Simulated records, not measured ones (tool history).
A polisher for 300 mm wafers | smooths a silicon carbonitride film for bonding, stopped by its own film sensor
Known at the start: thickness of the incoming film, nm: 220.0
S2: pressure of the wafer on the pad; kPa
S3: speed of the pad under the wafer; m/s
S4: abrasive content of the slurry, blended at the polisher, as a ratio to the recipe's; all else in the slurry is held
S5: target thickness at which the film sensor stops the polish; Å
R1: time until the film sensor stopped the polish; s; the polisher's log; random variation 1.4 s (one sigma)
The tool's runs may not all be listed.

Run 1, hour 0.0: flow of slurry (ml/min) 255, S2 13.1 kPa, S3 0.68 m/s, S4 1.0, S5 1920 Å. Result: R1 168.09 s.
Run 2, hour 6.0: flow of slurry (ml/min) 255, S2 13.1 kPa, S3 0.58 m/s, S4 1.0, S5 1920 Å. Result: R1 184.64 s.
Run 3, hour 14.2: flow of slurry (ml/min) 255, S2 13.1 kPa, S3 0.48 m/s, S4 1.0, S5 1920 Å. Result: R1 205.45 s.
Run 4, hour 18.4: flow of slurry (ml/min) 255, S2 13.1 kPa, S3 0.58 m/s, S4 1.0, S5 1920 Å. Result: R1 187.56 s.
Run 5, hour 25.6: flow of slurry (ml/min) 220, S2 13.1 kPa, S3 0.58 m/s, S4 1.0, S5 1920 Å. Result: R1 188.61 s.
Run 6, hour 29.7: flow of slurry (ml/min) 220, S2 13.1 kPa, S3 0.58 m/s, S4 0.8, S5 1920 Å. Result: R1 210.78 s.
Run 7, hour 31.2: flow of slurry (ml/min) 220, S2 13.8 kPa, S3 0.58 m/s, S4 0.8, S5 1920 Å. Result: R1 198.12 s.
Run 8, hour 34.2: flow of slurry (ml/min) 220, S2 13.8 kPa, S3 0.58 m/s, S4 0.8, S5 1920 Å. Result: R1 200.42 s.
Run 9, hour 41.5: flow of slurry (ml/min) 220, S2 14.5 kPa, S3 0.58 m/s, S4 0.8, S5 1920 Å. Result: R1 189.64 s.

Expected results for the next run?
Run 10, hour 44.6: flow of slurry (ml/min) 220, S2 14.5 kPa, S3 0.58 m/s, S4 0.8, S5 1920 Å. Result: R1 ?.

Run 10 gave R1 193.02 s.

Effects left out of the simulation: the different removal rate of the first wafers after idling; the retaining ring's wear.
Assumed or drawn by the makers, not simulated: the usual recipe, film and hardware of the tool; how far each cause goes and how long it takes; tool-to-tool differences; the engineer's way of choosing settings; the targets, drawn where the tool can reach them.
